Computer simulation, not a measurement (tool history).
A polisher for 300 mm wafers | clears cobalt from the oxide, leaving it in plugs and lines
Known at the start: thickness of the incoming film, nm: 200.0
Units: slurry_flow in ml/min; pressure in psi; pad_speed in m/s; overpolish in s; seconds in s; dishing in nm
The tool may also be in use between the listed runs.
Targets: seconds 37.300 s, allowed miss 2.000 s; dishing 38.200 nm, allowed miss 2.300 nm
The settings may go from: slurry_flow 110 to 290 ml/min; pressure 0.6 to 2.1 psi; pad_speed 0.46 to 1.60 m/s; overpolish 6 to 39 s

Run 1, hour 0.0: slurry_flow 185 ml/min, pressure 1.3 psi, pad_speed 1.02 m/s, overpolish 20 s. Result: seconds 50.031 s, dishing 51.779 nm.
Run 2, hour 1.1: slurry_flow 230 ml/min, pressure 1.3 psi, pad_speed 1.02 m/s, overpolish 20 s. Result: seconds 48.121 s, dishing 51.041 nm.
Run 3, hour 5.8: slurry_flow 185 ml/min, pressure 1.3 psi, pad_speed 1.02 m/s, overpolish 20 s. Result: seconds 50.210 s, dishing 51.119 nm.
Run 4, hour 12.9: slurry_flow 185 ml/min, pressure 1.3 psi, pad_speed 1.02 m/s, overpolish 24 s. Result: seconds 52.557 s, dishing 56.116 nm.
Run 5, hour 20.5: slurry_flow 185 ml/min, pressure 1.3 psi, pad_speed 0.78 m/s, overpolish 24 s. Result: seconds 66.563 s, dishing 49.284 nm.
Run 6, hour 23.3: slurry_flow 200 ml/min, pressure 1.4 psi, pad_speed 0.78 m/s, overpolish 20 s. Result: seconds 59.852 s, dishing 47.146 nm.
Run 7, hour 25.8: slurry_flow 220 ml/min, pressure 1.4 psi, pad_speed 0.82 m/s, overpolish 17 s. Result: seconds 58.913 s, dishing 43.985 nm.
Run 8, hour 30.8: slurry_flow 235 ml/min, pressure 1.4 psi, pad_speed 0.88 m/s, overpolish 15 s. Result: seconds 53.380 s, dishing 41.750 nm.
Run 9, hour 34.3: slurry_flow 260 ml/min, pressure 1.8 psi, pad_speed 0.92 m/s, overpolish 6 s. Result: seconds 41.743 s, dishing 26.886 nm.
Run 10, hour 37.4: slurry_flow 260 ml/min, pressure 1.8 psi, pad_speed 0.94 m/s, overpolish 7 s. Result: seconds 38.577 s, dishing 31.496 nm.
Run 11, hour 42.0: slurry_flow 260 ml/min, pressure 1.8 psi, pad_speed 0.94 m/s, overpolish 8 s. Result: seconds 39.353 s, dishing 33.997 nm.
Run 12, hour 42.6: slurry_flow 260 ml/min, pressure 1.8 psi, pad_speed 0.94 m/s, overpolish 9 s. Result: seconds 39.506 s, dishing 36.561 nm.
At hour 46.6: head pressure recalibrated.
Run 13, hour 46.6: slurry_flow 265 ml/min, pressure 1.8 psi, pad_speed 0.94 m/s, overpolish 9 s. Result: seconds 43.518 s, dishing 33.537 nm.
Run 14, hour 53.7: slurry_flow 255 ml/min, pressure 1.8 psi, pad_speed 0.94 m/s, overpolish 9 s. Result: seconds 42.312 s, dishing 33.948 nm.
Run 15, hour 60.3: slurry_flow 255 ml/min, pressure 1.8 psi, pad_speed 0.96 m/s, overpolish 9 s. Result: seconds 41.833 s, dishing 35.795 nm.
Run 16, hour 65.7: slurry_flow 255 ml/min, pressure 1.8 psi, pad_speed 0.98 m/s, overpolish 9 s. Result: seconds 40.038 s, dishing 35.771 nm.

5 next moves are on the table. One of them brings every result within its allowed miss. Which?
Run A, hour 71.1: slurry_flow 220 ml/min, pressure 2.0 psi, pad_speed 1.00 m/s, overpolish 9 s. Result: seconds ?, dishing ?.
Run B, hour 71.1: slurry_flow 265 ml/min, pressure 1.9 psi, pad_speed 1.16 m/s, overpolish 8 s. Result: seconds ?, dishing ?.
Run C, hour 71.1: slurry_flow 230 ml/min, pressure 2.0 psi, pad_speed 1.00 m/s, overpolish 11 s. Result: seconds ?, dishing ?.
Run D, hour 71.1: slurry_flow 255 ml/min, pressure 2.0 psi, pad_speed 0.84 m/s, overpolish 12 s. Result: seconds ?, dishing ?.
Run E, hour 71.1: slurry_flow 265 ml/min, pressure 1.8 psi, pad_speed 0.94 m/s, overpolish 13 s. Result: seconds ?, dishing ?.

move  seconds  dishing
   A   37.195   39.089
   B   33.290   38.885
   C   37.060   44.815
   D   43.480   42.787
   E   42.907   45.451
A: meets every target
B: takes the result that was furthest off past its target
C: brings the result that was furthest off to its target, and leaves another outside
D: further off than the last run
E: further off than the last run
Answer: A
